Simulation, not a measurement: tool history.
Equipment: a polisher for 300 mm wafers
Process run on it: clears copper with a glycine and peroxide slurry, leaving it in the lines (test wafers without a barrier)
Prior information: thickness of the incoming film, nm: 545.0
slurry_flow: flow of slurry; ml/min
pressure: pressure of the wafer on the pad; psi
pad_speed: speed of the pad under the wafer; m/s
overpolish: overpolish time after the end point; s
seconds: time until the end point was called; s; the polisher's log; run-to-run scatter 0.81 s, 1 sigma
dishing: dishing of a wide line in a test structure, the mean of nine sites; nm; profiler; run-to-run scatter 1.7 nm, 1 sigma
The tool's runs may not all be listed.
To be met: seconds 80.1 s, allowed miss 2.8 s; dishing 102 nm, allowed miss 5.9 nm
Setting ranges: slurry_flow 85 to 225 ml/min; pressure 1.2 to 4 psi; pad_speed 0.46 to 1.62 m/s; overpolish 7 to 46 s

run    day  slurry_flow  pressure  pad_speed  overpolish  seconds  dishing
  1      0          145       2.6       1.04          24    116.1   77.196
  2  0.258          145       2.6       1.04          30   115.36   93.359
  3  0.604          145       2.1       1.04          30   136.45   79.899
  4  0.867          170       2.1       1.04          30   133.48   81.464
  5  0.908          170       2.5       1.06          28   116.73   87.215
  6  1.179          170       2.5       0.88          28   128.19   80.382
  7  1.542          175       2.9        0.9          26   114.12   84.725
  8  1.733          175       3.2       0.92          25   102.22   87.617
  9  1.862          175       3.4       0.92          25   98.603   93.454
 10  1.988          195         4       0.98          20   81.076   90.696

Consider the 5 candidate settings below. Which is the only one whose results all fall within their allowed miss of target?
  A  2.112          220       3.6       1.08          17        ?        ?
  B  2.112          190       3.7       1.08          24        ?        ?
  C  2.112          200       3.8       0.88          26        ?        ?
  D  2.112          180         4       0.86          25        ?        ?
  E  2.112          195       3.4       1.22          17        ?        ?

move  seconds  dishing
   A   80.878   79.029
   B    80.56   102.27
   C   90.163   100.75
   D   89.011   99.246
   E   79.075   79.936
A: its largest miss is bigger than the last run's
B: meets every target
C: the worst result of the last run now meets its target, but another is out of spec
D: the worst result of the last run now meets its target, but another is out of spec
E: its largest miss is bigger than the last run's
Move B is the one to make.
